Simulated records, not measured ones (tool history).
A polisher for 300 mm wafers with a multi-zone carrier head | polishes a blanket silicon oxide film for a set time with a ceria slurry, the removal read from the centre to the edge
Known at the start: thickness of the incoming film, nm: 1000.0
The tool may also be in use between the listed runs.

run	day	flow of slurry (ml/min)	pressure of the head's centre zone	pressure of the head's middle zone	pressure of the head's edge zone	polishing time (s)	film removed at the wafer's centre (angstrom)	film removed at mid-radius (angstrom)	film removed at the wafer's edge (angstrom)
1	0	305	1	1	1	33	1439.4	1407	1430.7
2	0.121	345	1	1	1	33	1436.6	1432.2	1406.4
3	0.217	345	1	1	0.93	33	1438.1	1486.2	1397
4	0.321	345	1.07	1	0.93	33	1541.9	1461.3	1361.4
5	0.458	420	1.07	1	0.93	33	1534.7	1486.6	1412.6
6	0.775	430	1.06	0.99	0.96	35	1645.2	1572.7	1483.7
7	1.096	425	1.03	0.96	0.99	37	1712.1	1606.9	1619.5
8	1.129	425	1.02	0.95	1.01	38	1710.4	1618.8	1643.5
9	1.171	425	1.01	0.94	1.03	39	1753.3	1640.1	1737.2
10	1.233	425	1.01	0.94	1.04	40	1782.4	1707	1806.9

Run 11 comes next. What will it give?
11	1.558	425	1.02	0.94	1.05	41	?	?	?

film removed at the wafer's centre (angstrom): 1858.5
film removed at mid-radius (angstrom): 1744.1
film removed at the wafer's edge (angstrom): 1844.7
